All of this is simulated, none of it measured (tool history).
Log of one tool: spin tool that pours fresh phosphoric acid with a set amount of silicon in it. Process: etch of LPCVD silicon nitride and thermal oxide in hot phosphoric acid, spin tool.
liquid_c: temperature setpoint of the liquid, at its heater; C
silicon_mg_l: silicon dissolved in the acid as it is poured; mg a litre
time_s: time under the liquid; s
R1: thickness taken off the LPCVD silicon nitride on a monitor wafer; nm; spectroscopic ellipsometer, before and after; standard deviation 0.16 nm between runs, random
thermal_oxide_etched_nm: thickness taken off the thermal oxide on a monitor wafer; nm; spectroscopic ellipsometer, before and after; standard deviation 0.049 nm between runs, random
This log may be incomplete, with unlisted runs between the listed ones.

{"run": 1, "day": 0.0, "liquid_c": 163.0, "silicon_mg_l": 16.0, "time_s": 180, "R1": 16.719, "thermal_oxide_etched_nm": 0.43088}
{"run": 2, "day": 0.212, "liquid_c": 163.0, "silicon_mg_l": 16.0, "time_s": 105, "R1": 9.9111, "thermal_oxide_etched_nm": 0.25505}
{"run": 3, "day": 0.542, "liquid_c": 163.0, "silicon_mg_l": 23.5, "time_s": 105, "R1": 9.9144, "thermal_oxide_etched_nm": 0.20294}
{"run": 4, "day": 0.746, "liquid_c": 163.5, "silicon_mg_l": 22.5, "time_s": 120, "R1": 11.477, "thermal_oxide_etched_nm": 0.27343}
{"run": 5, "day": 1.025, "liquid_c": 164.0, "silicon_mg_l": 23.5, "time_s": 130, "R1": 12.612, "thermal_oxide_etched_nm": 0.25403}
{"run": 6, "day": 1.375, "liquid_c": 164.5, "silicon_mg_l": 21.0, "time_s": 140, "R1": 14.005, "thermal_oxide_etched_nm": 0.31397}
{"run": 7, "day": 1.754, "liquid_c": 165.0, "silicon_mg_l": 19.0, "time_s": 150, "R1": 15.157, "thermal_oxide_etched_nm": 0.37078}
{"run": 8, "day": 2.075, "liquid_c": 165.5, "silicon_mg_l": 18.0, "time_s": 160, "R1": 16.137, "thermal_oxide_etched_nm": 0.46175}
{"run": 9, "day": 2.192, "liquid_c": 166.0, "silicon_mg_l": 18.0, "time_s": 170, "R1": 17.669, "thermal_oxide_etched_nm": 0.42282}
{"run": 10, "day": 2.512, "liquid_c": 166.0, "silicon_mg_l": 16.5, "time_s": 180, "R1": 18.773, "thermal_oxide_etched_nm": 0.50144}
{"run": 11, "day": 2.829, "liquid_c": 166.0, "silicon_mg_l": 16.0, "time_s": 185, "R1": 19.211, "thermal_oxide_etched_nm": 0.53383}
{"run": 12, "day": 3.092, "liquid_c": 166.0, "silicon_mg_l": 15.5, "time_s": 190, "R1": 19.779, "thermal_oxide_etched_nm": 0.52285}
{"run": 13, "day": 3.383, "liquid_c": 166.0, "silicon_mg_l": 14.5, "time_s": 195, "R1": 20.548, "thermal_oxide_etched_nm": 0.59162}

Run 14 is up next; what results do you expect?
{"run": 14, "day": 3.721, "liquid_c": 166.0, "silicon_mg_l": 14.0, "time_s": 200, "R1": "?", "thermal_oxide_etched_nm": "?"}

Run 14 produced R1 20.7740 nm, thermal_oxide_etched_nm 0.56951 nm.

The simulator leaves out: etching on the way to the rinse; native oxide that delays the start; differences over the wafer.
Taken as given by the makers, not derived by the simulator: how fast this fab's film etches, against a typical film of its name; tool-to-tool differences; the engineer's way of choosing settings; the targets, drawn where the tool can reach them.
